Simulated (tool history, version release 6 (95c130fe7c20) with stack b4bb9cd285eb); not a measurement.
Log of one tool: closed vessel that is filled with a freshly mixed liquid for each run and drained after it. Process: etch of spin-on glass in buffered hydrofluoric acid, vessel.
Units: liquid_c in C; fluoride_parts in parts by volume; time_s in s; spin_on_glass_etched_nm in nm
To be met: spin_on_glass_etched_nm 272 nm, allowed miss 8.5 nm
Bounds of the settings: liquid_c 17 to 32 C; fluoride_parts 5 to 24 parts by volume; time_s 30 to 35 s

Run 1, day 0: liquid_c 25 C, fluoride_parts 14.5 parts by volume, time_s 35 s. Result: spin_on_glass_etched_nm 106.86 nm.
Run 2, day 0.221: liquid_c 22 C, fluoride_parts 14.5 parts by volume, time_s 35 s. Result: spin_on_glass_etched_nm 91.467 nm.
Run 3, day 0.392: liquid_c 24.5 C, fluoride_parts 14.5 parts by volume, time_s 35 s. Result: spin_on_glass_etched_nm 104.44 nm.
Run 4, day 0.429: liquid_c 24.5 C, fluoride_parts 14.5 parts by volume, time_s 35 s. Result: spin_on_glass_etched_nm 106.26 nm.
Run 5, day 0.5: liquid_c 25.5 C, fluoride_parts 13.5 parts by volume, time_s 35 s. Result: spin_on_glass_etched_nm 118.69 nm.
Run 6, day 0.712: liquid_c 26 C, fluoride_parts 13 parts by volume, time_s 35 s. Result: spin_on_glass_etched_nm 125.62 nm.
Run 7, day 0.875: liquid_c 26.5 C, fluoride_parts 12.5 parts by volume, time_s 35 s. Result: spin_on_glass_etched_nm 135.64 nm.
Run 8, day 1.192: liquid_c 27 C, fluoride_parts 12 parts by volume, time_s 35 s. Result: spin_on_glass_etched_nm 146.1 nm.
Run 9, day 1.383: liquid_c 27 C, fluoride_parts 12 parts by volume, time_s 35 s. Result: spin_on_glass_etched_nm 145.94 nm.
At day 1.6: thermometer replaced.
Run 10, day 1.6: liquid_c 27 C, fluoride_parts 12 parts by volume, time_s 35 s. Result: spin_on_glass_etched_nm 158.42 nm.

Which of these 4 next moves meets every target?
Run A, day 1.817: liquid_c 29 C, fluoride_parts 10.5 parts by volume, time_s 35 s. Result: spin_on_glass_etched_nm ?.
Run B, day 1.817: liquid_c 27.5 C, fluoride_parts 7 parts by volume, time_s 35 s. Result: spin_on_glass_etched_nm ?.
Run C, day 1.817: liquid_c 27 C, fluoride_parts 6 parts by volume, time_s 35 s. Result: spin_on_glass_etched_nm ?.
Run D, day 1.817: liquid_c 29 C, fluoride_parts 7 parts by volume, time_s 35 s. Result: spin_on_glass_etched_nm ?.

move  spin_on_glass_etched_nm
   A                   204.67
   B                    277.9
   C                   309.23
   D                   300.87
A: nearer than the last run, and not there yet
B: meets every target
C: takes the result that was furthest off past its target
D: takes the result that was furthest off past its target
Move B is the one to make.
